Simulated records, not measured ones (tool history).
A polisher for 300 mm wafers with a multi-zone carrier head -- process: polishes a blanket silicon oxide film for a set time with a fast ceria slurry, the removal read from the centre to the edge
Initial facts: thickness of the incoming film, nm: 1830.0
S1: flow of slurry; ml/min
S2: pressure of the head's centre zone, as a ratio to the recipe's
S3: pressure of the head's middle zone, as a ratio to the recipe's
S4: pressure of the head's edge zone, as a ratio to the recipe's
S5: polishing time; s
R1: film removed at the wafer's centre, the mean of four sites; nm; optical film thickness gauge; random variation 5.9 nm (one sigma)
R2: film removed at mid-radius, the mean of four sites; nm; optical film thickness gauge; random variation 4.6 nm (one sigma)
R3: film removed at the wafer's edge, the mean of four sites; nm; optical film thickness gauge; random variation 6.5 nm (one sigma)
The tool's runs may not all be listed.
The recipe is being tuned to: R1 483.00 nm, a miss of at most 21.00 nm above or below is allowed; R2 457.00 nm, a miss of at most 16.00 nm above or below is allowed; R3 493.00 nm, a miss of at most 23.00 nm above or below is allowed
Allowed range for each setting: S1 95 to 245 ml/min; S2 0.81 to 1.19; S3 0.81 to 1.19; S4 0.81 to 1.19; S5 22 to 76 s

run 1 hour=0.0 | S1=155 S2=1.00 S3=1.00 S4=1.00 S5=49 | R1=653.87 R2=620.61 R3=647.05
run 2 hour=6.3 | S1=155 S2=1.00 S3=1.00 S4=1.00 S5=61 | R1=803.06 R2=767.11 R3=806.01
run 3 hour=9.5 | S1=125 S2=1.00 S3=1.00 S4=1.00 S5=61 | R1=754.30 R2=740.63 R3=762.58
run 4 hour=10.4 | S1=155 S2=1.00 S3=1.00 S4=1.00 S5=61 | R1=819.67 R2=790.17 R3=784.91
run 5 hour=18.8 | S1=150 S2=0.99 S3=0.99 S4=0.97 S5=57 | R1=744.34 R2=718.04 R3=728.62
run 6 hour=26.6 | S1=150 S2=0.92 S3=0.99 S4=0.97 S5=57 | R1=698.30 R2=696.04 R3=715.02
run 7 hour=29.2 | S1=145 S2=0.91 S3=0.97 S4=0.95 S5=54 | R1=646.68 R2=659.00 R3=671.62
run 8 hour=33.8 | S1=130 S2=0.96 S3=0.87 S4=0.96 S5=40 | R1=491.77 R2=438.87 R3=513.39

Exercise: of the 5 proposed moves below, exactly one satisfies all targets within the stated allowed misses. Which move is it?
run A hour=38.4 | S1=120 S2=1.01 S3=0.82 S4=0.97 S5=40 | R1=? R2=? R3=?
run B hour=38.4 | S1=130 S2=0.97 S3=0.89 S4=0.95 S5=37 | R1=? R2=? R3=?
run C hour=38.4 | S1=140 S2=0.97 S3=0.95 S4=0.99 S5=38 | R1=? R2=? R3=?
run D hour=38.4 | S1=115 S2=1.06 S3=0.88 S4=0.90 S5=40 | R1=? R2=? R3=?
run E hour=38.4 | S1=150 S2=0.99 S3=0.89 S4=0.93 S5=37 | R1=? R2=? R3=?

move=A R1=501.44 R2=412.23 R3=493.41
move=B R1=459.21 R2=416.15 R3=457.81
move=C R1=480.99 R2=458.92 R3=484.86
move=D R1=515.41 R2=431.89 R3=472.37
move=E R1=483.95 R2=429.41 R3=463.48
A: the biggest miss grows against the last run
B: the biggest miss grows against the last run
C: in spec on every target
D: the biggest miss grows against the last run
E: the biggest miss grows against the last run
The move that meets every target is C.
